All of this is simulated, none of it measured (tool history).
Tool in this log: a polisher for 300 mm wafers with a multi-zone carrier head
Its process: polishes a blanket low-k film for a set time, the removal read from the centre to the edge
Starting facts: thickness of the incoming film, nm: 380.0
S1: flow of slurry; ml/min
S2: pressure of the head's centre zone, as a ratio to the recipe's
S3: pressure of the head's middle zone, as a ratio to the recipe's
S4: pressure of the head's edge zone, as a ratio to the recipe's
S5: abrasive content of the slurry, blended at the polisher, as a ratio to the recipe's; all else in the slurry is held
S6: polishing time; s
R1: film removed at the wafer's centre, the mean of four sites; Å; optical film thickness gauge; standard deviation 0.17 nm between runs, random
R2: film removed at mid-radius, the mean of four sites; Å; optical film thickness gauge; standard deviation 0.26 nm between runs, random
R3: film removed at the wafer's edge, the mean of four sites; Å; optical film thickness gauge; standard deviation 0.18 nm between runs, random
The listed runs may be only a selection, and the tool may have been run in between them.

Run 1, hour 0.0: S1 310 ml/min, S2 1.00, S3 1.00, S4 1.00, S5 1.00, S6 64 s. Result: R1 173.26 Å, R2 170.61 Å, R3 169.75 Å.
Run 2, hour 5.2: S1 325 ml/min, S2 1.05, S3 1.00, S4 1.03, S5 1.10, S6 64 s. Result: R1 189.25 Å, R2 184.82 Å, R3 181.20 Å.
Run 3, hour 12.4: S1 330 ml/min, S2 1.08, S3 0.97, S4 1.02, S5 1.20, S6 64 s. Result: R1 205.15 Å, R2 182.16 Å, R3 188.25 Å.
Run 4, hour 18.4: S1 340 ml/min, S2 1.11, S3 0.97, S4 1.03, S5 1.25, S6 64 s. Result: R1 215.63 Å, R2 188.32 Å, R3 189.70 Å.
Run 5, hour 23.0: S1 340 ml/min, S2 1.11, S3 0.97, S4 0.98, S5 1.25, S6 64 s. Result: R1 213.17 Å, R2 185.94 Å, R3 186.76 Å.
Run 6, hour 25.9: S1 345 ml/min, S2 1.13, S3 0.97, S4 1.01, S5 1.30, S6 64 s. Result: R1 224.59 Å, R2 189.25 Å, R3 196.96 Å.
Run 7, hour 27.0: S1 355 ml/min, S2 1.14, S3 0.97, S4 1.01, S5 1.35, S6 64 s. Result: R1 229.81 Å, R2 191.31 Å, R3 195.56 Å.

The next listed run, before its measurement:
Run 8, hour 30.0: S1 350 ml/min, S2 1.15, S3 0.97, S4 1.03, S5 1.40, S6 64 s. Result: R1 ?, R2 ?, R3 ?.

For run 8 the tool returned R1 232.06 Å, R2 203.21 Å, R3 203.67 Å.
